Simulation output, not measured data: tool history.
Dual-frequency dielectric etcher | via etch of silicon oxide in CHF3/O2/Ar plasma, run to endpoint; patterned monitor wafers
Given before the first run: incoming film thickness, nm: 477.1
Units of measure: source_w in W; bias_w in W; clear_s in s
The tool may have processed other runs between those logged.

run,hour,source_w,bias_w,clear_s
1,0,740,146,238.4
2,1.2,660,146,253.65
3,7.3,720,148,241.08
4,8.5,790,148,231.71
5,15.3,790,128,243.8
6,22.6,700,128,258.49
7,24.3,760,131,247.02
8,29.9,760,131,246.36
9,35.7,810,133,238.42
10,44.6,850,135,230.11
11,49.4,880,136,226.62

Expected results for the next run?
12,54.8,900,137,?

Logged for run 12: clear_s 223.75 s.
